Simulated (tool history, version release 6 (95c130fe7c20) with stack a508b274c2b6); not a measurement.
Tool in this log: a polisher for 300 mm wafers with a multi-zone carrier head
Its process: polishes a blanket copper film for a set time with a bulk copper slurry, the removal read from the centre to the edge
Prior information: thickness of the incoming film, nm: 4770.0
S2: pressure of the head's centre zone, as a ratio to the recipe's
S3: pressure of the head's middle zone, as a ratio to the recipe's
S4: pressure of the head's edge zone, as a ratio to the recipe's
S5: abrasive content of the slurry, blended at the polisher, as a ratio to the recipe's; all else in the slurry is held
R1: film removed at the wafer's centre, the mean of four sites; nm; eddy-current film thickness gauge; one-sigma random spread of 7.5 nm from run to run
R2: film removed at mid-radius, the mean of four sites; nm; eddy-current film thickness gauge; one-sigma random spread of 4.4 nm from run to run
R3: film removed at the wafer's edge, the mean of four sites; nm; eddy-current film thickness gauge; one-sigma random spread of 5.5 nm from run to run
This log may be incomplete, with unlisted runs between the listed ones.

Run 1, hour 0: flow of slurry (ml/min) 165, S2 1, S3 1, S4 1, S5 1, polishing time (s) 88. Result: R1 443.55 nm, R2 448.83 nm, R3 460.16 nm.
Run 2, hour 3.1: flow of slurry (ml/min) 165, S2 1, S3 1, S4 0.97, S5 1, polishing time (s) 88. Result: R1 440.82 nm, R2 448.42 nm, R3 446.37 nm.
Run 3, hour 5: flow of slurry (ml/min) 165, S2 1, S3 1, S4 0.97, S5 0.8, polishing time (s) 88. Result: R1 430.19 nm, R2 428.71 nm, R3 437.54 nm.
Run 4, hour 10: flow of slurry (ml/min) 180, S2 1.03, S3 1.04, S4 1, S5 0.9, polishing time (s) 89. Result: R1 463.32 nm, R2 464.91 nm, R3 458.59 nm.
Run 5, hour 15: flow of slurry (ml/min) 180, S2 0.99, S3 1.04, S4 1, S5 0.9, polishing time (s) 89. Result: R1 458.69 nm, R2 463.57 nm, R3 470.57 nm.
Run 6, hour 16.9: flow of slurry (ml/min) 195, S2 1.01, S3 1.07, S4 1.01, S5 1, polishing time (s) 90. Result: R1 480.36 nm, R2 500.44 nm, R3 483.72 nm.

Run 7 is up next; what results do you expect?
Run 7, hour 22.1: flow of slurry (ml/min) 195, S2 1.01, S3 1.07, S4 1.01, S5 1, polishing time (s) 90. Result: R1 ?, R2 ?, R3 ?.

{"run 7": {"R1": 487.62, "R2": 491.14, "R3": 483.02}}
